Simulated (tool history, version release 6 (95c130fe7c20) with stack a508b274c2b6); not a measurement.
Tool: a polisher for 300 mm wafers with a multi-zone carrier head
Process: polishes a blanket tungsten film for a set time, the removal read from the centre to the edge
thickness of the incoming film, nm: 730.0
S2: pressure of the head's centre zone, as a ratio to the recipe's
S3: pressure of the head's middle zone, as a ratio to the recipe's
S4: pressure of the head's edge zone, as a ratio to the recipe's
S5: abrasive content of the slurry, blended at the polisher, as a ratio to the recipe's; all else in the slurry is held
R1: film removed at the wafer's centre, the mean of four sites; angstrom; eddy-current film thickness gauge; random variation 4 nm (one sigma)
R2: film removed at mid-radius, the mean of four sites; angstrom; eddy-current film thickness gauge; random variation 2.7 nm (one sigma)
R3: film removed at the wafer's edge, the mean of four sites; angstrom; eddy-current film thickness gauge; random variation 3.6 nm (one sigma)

run 1 hour=0 | flow_of_slurry_(ml/min)=285 S2=1 S3=1 S4=1 S5=1 polishing_time_(s)=33 | R1=1781 R2=1830.1 R3=1791.8
run 2 hour=3.2 | flow_of_slurry_(ml/min)=285 S2=1 S3=1 S4=1.03 S5=1 polishing_time_(s)=33 | R1=1828.1 R2=1871.3 R3=1835.4
run 3 hour=9.2 | flow_of_slurry_(ml/min)=290 S2=1.02 S3=1.01 S4=1.05 S5=1.1 polishing_time_(s)=34 | R1=1949.4 R2=1966.5 R3=1953.6
run 4 hour=10.7 | flow_of_slurry_(ml/min)=290 S2=0.95 S3=1.01 S4=1.05 S5=1.1 polishing_time_(s)=34 | R1=1812.2 R2=1987.7 R3=1948
run 5 hour=14 | flow_of_slurry_(ml/min)=290 S2=0.95 S3=1.01 S4=1.13 S5=1.1 polishing_time_(s)=34 | R1=1834.9 R2=2001.8 R3=2036.4
run 6 hour=21.4 | flow_of_slurry_(ml/min)=355 S2=0.95 S3=1.01 S4=1.13 S5=1.1 polishing_time_(s)=34 | R1=1880.3 R2=2031.2 R3=2037

Run 7 comes next. What will it give?
run 7 hour=27.6 | flow_of_slurry_(ml/min)=360 S2=0.98 S3=1.02 S4=1.13 S5=1.15 polishing_time_(s)=35 | R1=? R2=? R3=?

{"run 7": {"R1": 2017.3, "R2": 2084.6, "R3": 2090.7}}
